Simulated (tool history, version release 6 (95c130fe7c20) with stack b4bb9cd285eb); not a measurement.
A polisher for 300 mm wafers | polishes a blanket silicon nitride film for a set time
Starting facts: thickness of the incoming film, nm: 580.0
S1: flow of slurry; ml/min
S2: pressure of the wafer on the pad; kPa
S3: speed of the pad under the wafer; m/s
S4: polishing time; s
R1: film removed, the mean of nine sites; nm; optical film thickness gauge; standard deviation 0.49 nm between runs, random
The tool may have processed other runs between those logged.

run	day	S1	S2	S3	S4	R1
1	0	235	29.6	0.96	54	121.32
2	0.342	235	29.6	1.18	54	142.21
3	0.525	235	27.6	1.18	54	132.43
4	0.662	235	27.6	1.18	57	140.93
5	1.008	235	25.5	1.18	57	130.48
6	1.042	235	24.1	1.18	57	122.11
7	1.129	235	22.8	1.18	57	116.47
8	1.35	235	21.4	1.18	57	110.03
9	1.504	235	20.7	1.18	57	106.45
10	1.65	235	20	1.18	57	102.83
11	1.783	235	19.3	1.18	57	99.913
12	1.967	235	18.6	1.18	57	96.133

Estimate the outcome of run 13 from the log above:
13	2.083	235	17.9	1.18	57	?

R1: 92.833 nm
